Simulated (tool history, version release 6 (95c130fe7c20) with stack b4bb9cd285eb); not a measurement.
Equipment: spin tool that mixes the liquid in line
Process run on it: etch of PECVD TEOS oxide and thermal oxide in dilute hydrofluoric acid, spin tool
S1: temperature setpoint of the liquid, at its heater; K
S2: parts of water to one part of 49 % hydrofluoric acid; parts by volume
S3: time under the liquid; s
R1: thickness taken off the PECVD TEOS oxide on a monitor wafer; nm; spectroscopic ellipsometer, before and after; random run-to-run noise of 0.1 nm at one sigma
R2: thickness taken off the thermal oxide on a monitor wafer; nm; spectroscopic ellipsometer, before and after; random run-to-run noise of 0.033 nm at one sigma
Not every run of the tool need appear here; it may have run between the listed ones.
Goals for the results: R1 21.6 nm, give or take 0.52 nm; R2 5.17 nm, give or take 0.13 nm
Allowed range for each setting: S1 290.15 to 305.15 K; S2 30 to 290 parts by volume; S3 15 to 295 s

{"run": 1, "hour": 0.0, "S1": 297.15, "S2": 160, "S3": 150, "R1": 16.472, "R2": 3.9436}
{"run": 2, "hour": 6.2, "S1": 299.15, "S2": 160, "S3": 150, "R1": 17.801, "R2": 4.2098}
{"run": 3, "hour": 11.6, "S1": 296.15, "S2": 160, "S3": 150, "R1": 15.884, "R2": 3.8025}
{"run": 4, "hour": 15.7, "S1": 298.15, "S2": 160, "S3": 150, "R1": 17.113, "R2": 4.0911}
{"run": 5, "hour": 18.1, "S1": 299.65, "S2": 160, "S3": 150, "R1": 18.075, "R2": 4.2944}
{"run": 6, "hour": 26.7, "S1": 301.15, "S2": 160, "S3": 150, "R1": 19.099, "R2": 4.5424}
{"run": 7, "hour": 35.6, "S1": 302.15, "S2": 160, "S3": 150, "R1": 19.815, "R2": 4.6694}
{"run": 8, "hour": 40.2, "S1": 302.65, "S2": 160, "S3": 150, "R1": 20.144, "R2": 4.7847}

Below are 4 possible settings for the next run. Only one of them brings all results inside the allowed miss of their targets. Which is it?
{"run": "A", "hour": 44.8, "S1": 305.15, "S2": 130, "S3": 115, "R1": "?", "R2": "?"}
{"run": "B", "hour": 44.8, "S1": 300.15, "S2": 150, "S3": 145, "R1": "?", "R2": "?"}
{"run": "C", "hour": 44.8, "S1": 296.15, "S2": 135, "S3": 180, "R1": "?", "R2": "?"}
{"run": "D", "hour": 44.8, "S1": 305.15, "S2": 180, "S3": 180, "R1": "?", "R2": "?"}

move=A R1=21.604 R2=5.1839
move=B R1=19.165 R2=4.5987
move=C R1=23.109 R2=5.545
move=D R1=22.816 R2=5.4746
A: all results in spec
B: lands further from the targets than the last run did
C: moves the result that the last run missed by most past its target, out the other side
D: moves the result that the last run missed by most past its target, out the other side
A meets every target.
